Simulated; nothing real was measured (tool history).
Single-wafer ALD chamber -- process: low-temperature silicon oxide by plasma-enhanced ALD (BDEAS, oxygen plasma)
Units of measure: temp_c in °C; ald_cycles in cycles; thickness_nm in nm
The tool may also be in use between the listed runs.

{"run": 1, "hour": 0.0, "temp_c": 115, "ald_cycles": 67, "thickness_nm": 9.7016}
{"run": 2, "hour": 6.9, "temp_c": 115, "ald_cycles": 58, "thickness_nm": 8.3751}
{"run": 3, "hour": 8.0, "temp_c": 107, "ald_cycles": 58, "thickness_nm": 8.5329}
{"run": 4, "hour": 16.4, "temp_c": 107, "ald_cycles": 52, "thickness_nm": 7.6186}
{"run": 5, "hour": 22.5, "temp_c": 107, "ald_cycles": 55, "thickness_nm": 8.0975}
{"run": 6, "hour": 27.0, "temp_c": 114, "ald_cycles": 55, "thickness_nm": 7.9806}
{"run": 7, "hour": 32.2, "temp_c": 113, "ald_cycles": 57, "thickness_nm": 8.2944}
{"run": 8, "hour": 38.5, "temp_c": 113, "ald_cycles": 59, "thickness_nm": 8.5994}
{"run": 9, "hour": 42.9, "temp_c": 113, "ald_cycles": 61, "thickness_nm": 8.8813}

For run 10, what comes out?
{"run": 10, "hour": 45.4, "temp_c": 113, "ald_cycles": 63, "thickness_nm": "?"}

Run 10 produced thickness_nm 9.1015 nm.

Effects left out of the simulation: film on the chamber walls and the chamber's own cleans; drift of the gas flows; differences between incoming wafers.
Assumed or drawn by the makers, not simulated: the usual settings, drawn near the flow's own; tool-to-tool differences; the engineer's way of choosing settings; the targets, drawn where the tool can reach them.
